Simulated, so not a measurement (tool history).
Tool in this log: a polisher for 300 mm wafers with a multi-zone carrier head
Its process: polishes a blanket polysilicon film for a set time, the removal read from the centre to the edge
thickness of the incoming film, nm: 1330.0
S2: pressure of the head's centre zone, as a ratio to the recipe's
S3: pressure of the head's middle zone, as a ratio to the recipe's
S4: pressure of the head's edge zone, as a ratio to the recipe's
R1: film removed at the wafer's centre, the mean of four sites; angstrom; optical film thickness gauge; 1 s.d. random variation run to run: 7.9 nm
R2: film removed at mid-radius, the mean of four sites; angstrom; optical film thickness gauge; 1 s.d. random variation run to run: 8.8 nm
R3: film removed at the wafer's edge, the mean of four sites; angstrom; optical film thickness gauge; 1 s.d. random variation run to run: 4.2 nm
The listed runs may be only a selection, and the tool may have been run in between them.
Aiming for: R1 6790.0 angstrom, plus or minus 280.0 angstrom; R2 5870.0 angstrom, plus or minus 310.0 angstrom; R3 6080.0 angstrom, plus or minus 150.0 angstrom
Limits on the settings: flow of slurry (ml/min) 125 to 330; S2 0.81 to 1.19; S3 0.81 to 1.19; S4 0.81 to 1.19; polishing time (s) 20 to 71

{"run": 1, "day": 0.0, "flow of slurry (ml/min)": 210, "S2": 1.0, "S3": 1.0, "S4": 1.0, "polishing time (s)": 45, "R1": 5480.5, "R2": 5244.1, "R3": 5692.2}
{"run": 2, "day": 0.346, "flow of slurry (ml/min)": 210, "S2": 1.08, "S3": 1.0, "S4": 1.0, "polishing time (s)": 45, "R1": 5713.4, "R2": 5237.5, "R3": 5686.2}
{"run": 3, "day": 0.442, "flow of slurry (ml/min)": 210, "S2": 1.08, "S3": 1.0, "S4": 1.0, "polishing time (s)": 53, "R1": 6738.6, "R2": 6250.5, "R3": 6642.6}
{"run": 4, "day": 0.529, "flow of slurry (ml/min)": 205, "S2": 1.09, "S3": 0.99, "S4": 0.98, "polishing time (s)": 53, "R1": 6869.9, "R2": 6281.8, "R3": 6552.7}
{"run": 5, "day": 0.629, "flow of slurry (ml/min)": 200, "S2": 1.09, "S3": 0.98, "S4": 0.97, "polishing time (s)": 53, "R1": 6809.3, "R2": 6292.7, "R3": 6572.2}
{"run": 6, "day": 0.667, "flow of slurry (ml/min)": 200, "S2": 1.09, "S3": 0.95, "S4": 0.97, "polishing time (s)": 53, "R1": 6950.3, "R2": 6097.8, "R3": 6574.0}
{"run": 7, "day": 0.996, "flow of slurry (ml/min)": 200, "S2": 1.09, "S3": 0.95, "S4": 0.97, "polishing time (s)": 53, "R1": 6803.7, "R2": 6054.5, "R3": 6588.8}
{"run": 8, "day": 1.067, "flow of slurry (ml/min)": 195, "S2": 1.1, "S3": 0.95, "S4": 0.95, "polishing time (s)": 53, "R1": 6845.8, "R2": 5978.4, "R3": 6483.3}
{"run": 9, "day": 1.2, "flow of slurry (ml/min)": 195, "S2": 1.1, "S3": 0.95, "S4": 0.95, "polishing time (s)": 53, "R1": 6770.7, "R2": 6123.7, "R3": 6489.4}
{"run": 10, "day": 1.429, "flow of slurry (ml/min)": 195, "S2": 1.12, "S3": 0.94, "S4": 0.94, "polishing time (s)": 53, "R1": 6857.6, "R2": 5877.9, "R3": 6436.3}
{"run": 11, "day": 1.688, "flow of slurry (ml/min)": 190, "S2": 1.13, "S3": 0.95, "S4": 0.92, "polishing time (s)": 53, "R1": 7089.8, "R2": 6128.6, "R3": 6419.3}
{"run": 12, "day": 1.838, "flow of slurry (ml/min)": 185, "S2": 1.13, "S3": 0.95, "S4": 0.91, "polishing time (s)": 53, "R1": 7115.8, "R2": 5821.5, "R3": 6326.0}
{"run": 13, "day": 1.908, "flow of slurry (ml/min)": 185, "S2": 1.12, "S3": 0.96, "S4": 0.9, "polishing time (s)": 53, "R1": 7041.7, "R2": 5921.4, "R3": 6350.6}
{"run": 14, "day": 2.017, "flow of slurry (ml/min)": 185, "S2": 1.11, "S3": 0.97, "S4": 0.89, "polishing time (s)": 53, "R1": 6895.9, "R2": 6029.5, "R3": 6223.1}

4 next moves are on the table. One of them brings every result within its allowed miss. Which?
{"run": "A", "day": 2.125, "flow of slurry (ml/min)": 180, "S2": 1.19, "S3": 0.89, "S4": 0.83, "polishing time (s)": 53, "R1": "?", "R2": "?", "R3": "?"}
{"run": "B", "day": 2.125, "flow of slurry (ml/min)": 180, "S2": 1.12, "S3": 0.94, "S4": 0.91, "polishing time (s)": 54, "R1": "?", "R2": "?", "R3": "?"}
{"run": "C", "day": 2.125, "flow of slurry (ml/min)": 170, "S2": 1.15, "S3": 0.99, "S4": 0.91, "polishing time (s)": 52, "R1": "?", "R2": "?", "R3": "?"}
{"run": "D", "day": 2.125, "flow of slurry (ml/min)": 190, "S2": 1.15, "S3": 0.94, "S4": 0.9, "polishing time (s)": 54, "R1": "?", "R2": "?", "R3": "?"}

move=A R1=7190.5 R2=5731.9 R3=6023.0
move=B R1=6923.0 R2=6084.8 R3=6393.0
move=C R1=6754.4 R2=6028.0 R3=6104.6
move=D R1=7172.6 R2=6142.1 R3=6405.1
A: corrects the largest miss of the last run, while another result sits out of spec
B: lands further from the targets than the last run did
C: in spec on every target
D: lands further from the targets than the last run did
The right move is C.

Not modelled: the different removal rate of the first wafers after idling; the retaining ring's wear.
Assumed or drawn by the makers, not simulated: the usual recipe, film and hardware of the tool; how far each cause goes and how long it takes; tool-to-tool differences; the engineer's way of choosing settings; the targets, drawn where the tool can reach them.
